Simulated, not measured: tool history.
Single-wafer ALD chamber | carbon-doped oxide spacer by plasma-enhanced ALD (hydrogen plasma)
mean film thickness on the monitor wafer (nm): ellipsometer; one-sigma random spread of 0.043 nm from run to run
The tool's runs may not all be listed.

run,hour,heater temperature setpoint (deg C),number of ALD cycles (cycles),mean film thickness on the monitor wafer (nm)
1,0.0,395,297,15.448
2,2.5,395,300,15.532
3,6.1,395,324,16.799
4,14.1,395,353,18.389
5,19.1,400,353,18.314
6,22.5,400,351,18.233
7,31.0,400,350,18.202
8,34.3,400,349,18.104
9,35.4,400,348,18.127

Estimate the outcome of run 10 from the log above:
10,40.3,400,347,?

{"run 10": {"mean film thickness on the monitor wafer (nm)": 18.082}}
